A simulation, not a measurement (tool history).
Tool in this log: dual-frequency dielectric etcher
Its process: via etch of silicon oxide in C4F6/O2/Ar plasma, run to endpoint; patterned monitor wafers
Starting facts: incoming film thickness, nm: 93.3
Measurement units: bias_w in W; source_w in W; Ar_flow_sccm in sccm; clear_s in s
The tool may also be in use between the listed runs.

Run 1, hour 0: bias_w 378 W, source_w 410 W, Ar_flow_sccm 368 sccm. Result: clear_s 24.43 s.
Run 2, hour 3.2: bias_w 323 W, source_w 410 W, Ar_flow_sccm 368 sccm. Result: clear_s 25.498 s.
Run 3, hour 8.3: bias_w 323 W, source_w 410 W, Ar_flow_sccm 303 sccm. Result: clear_s 25.217 s.
Run 4, hour 10.4: bias_w 301 W, source_w 370 W, Ar_flow_sccm 327 sccm. Result: clear_s 27.857 s.
Run 5, hour 15.9: bias_w 301 W, source_w 370 W, Ar_flow_sccm 276 sccm. Result: clear_s 27.165 s.
Run 6, hour 17.2: bias_w 286 W, source_w 350 W, Ar_flow_sccm 279 sccm. Result: clear_s 28.868 s.
Run 7, hour 25.1: bias_w 286 W, source_w 350 W, Ar_flow_sccm 279 sccm. Result: clear_s 28.864 s.
Run 8, hour 30.2: bias_w 275 W, source_w 340 W, Ar_flow_sccm 280 sccm. Result: clear_s 29.934 s.

Forecast run 9:
Run 9, hour 36.2: bias_w 266 W, source_w 340 W, Ar_flow_sccm 281 sccm. Result: clear_s ?.

Logged for run 9: clear_s 30.745 s.
